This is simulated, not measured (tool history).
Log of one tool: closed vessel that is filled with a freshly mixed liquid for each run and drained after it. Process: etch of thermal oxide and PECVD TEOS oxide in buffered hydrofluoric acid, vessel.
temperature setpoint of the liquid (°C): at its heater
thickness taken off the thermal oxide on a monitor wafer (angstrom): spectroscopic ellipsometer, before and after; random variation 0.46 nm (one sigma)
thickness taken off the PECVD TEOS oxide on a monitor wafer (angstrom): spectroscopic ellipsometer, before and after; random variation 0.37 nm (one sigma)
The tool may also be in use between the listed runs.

run	hour	temperature setpoint of the liquid (°C)	parts of 40 % ammonium fluoride to one part of 49 % hydrofluoric acid (parts by volume)	time in the liquid (s)	thickness taken off the thermal oxide on a monitor wafer (angstrom)	thickness taken off the PECVD TEOS oxide on a monitor wafer (angstrom)
1	0.0	21.0	24.0	75	304.32	498.25
2	6.1	22.0	23.5	75	318.01	541.60
3	11.6	22.0	23.5	55	241.32	392.26
4	15.7	23.0	21.5	55	268.18	445.20
5	20.7	23.5	19.5	55	295.64	485.26
6	26.9	23.5	19.5	85	451.40	753.47

Run 7 comes next. What will it give?
7	30.5	24.0	19.5	85	?	?

Run 7 gave thickness taken off the thermal oxide on a monitor wafer (angstrom) 469.17, thickness taken off the PECVD TEOS oxide on a monitor wafer (angstrom) 765.93.

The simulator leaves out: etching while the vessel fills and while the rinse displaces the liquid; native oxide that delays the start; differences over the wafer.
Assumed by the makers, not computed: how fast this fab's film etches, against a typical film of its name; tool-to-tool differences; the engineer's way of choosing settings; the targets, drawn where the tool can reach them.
